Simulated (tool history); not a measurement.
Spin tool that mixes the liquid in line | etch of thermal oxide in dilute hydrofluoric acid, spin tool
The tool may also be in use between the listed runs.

run,hour,temperature setpoint of the liquid (°C),parts of water to one part of 49 % hydrofluoric acid (parts by volume),time under the liquid (s),thickness taken off the thermal oxide on a monitor wafer (nm)
1,0.0,22.0,75,315,19.045
2,8.9,22.0,75,335,20.226
3,13.7,24.0,75,335,21.941
4,18.1,21.0,75,335,19.646
5,26.4,24.0,75,335,22.091
6,33.5,24.0,75,335,22.418
7,37.3,24.0,75,335,21.964
8,45.9,25.5,70,335,25.308
9,47.3,26.5,65,335,29.024

The next listed run, before its measurement:
10,54.1,27.5,65,335,?

Run 10 gave thickness taken off the thermal oxide on a monitor wafer (nm) 29.335.
